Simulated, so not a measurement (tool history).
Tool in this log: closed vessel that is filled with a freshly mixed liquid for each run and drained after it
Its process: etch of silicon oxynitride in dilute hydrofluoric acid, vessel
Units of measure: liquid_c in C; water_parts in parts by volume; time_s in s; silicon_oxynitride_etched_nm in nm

run	hour	liquid_c	water_parts	time_s	silicon_oxynitride_etched_nm
1	0	22	140	2675	50.726
2	1	20	140	2675	45.625
3	6.1	20	110	2675	59.638
4	13.4	21.5	110	2675	63.309
5	21.2	20	110	2675	60.164
6	28.5	20	150	2675	42.812
7	30.4	22	145	2675	47.749
8	32.5	23.5	140	2675	54.709
9	36.2	25	135	2675	61.06

Estimate the outcome of run 10 from the log above:
10	44.2	26	130	2675	?

{"run 10": {"silicon_oxynitride_etched_nm": 65.838}}

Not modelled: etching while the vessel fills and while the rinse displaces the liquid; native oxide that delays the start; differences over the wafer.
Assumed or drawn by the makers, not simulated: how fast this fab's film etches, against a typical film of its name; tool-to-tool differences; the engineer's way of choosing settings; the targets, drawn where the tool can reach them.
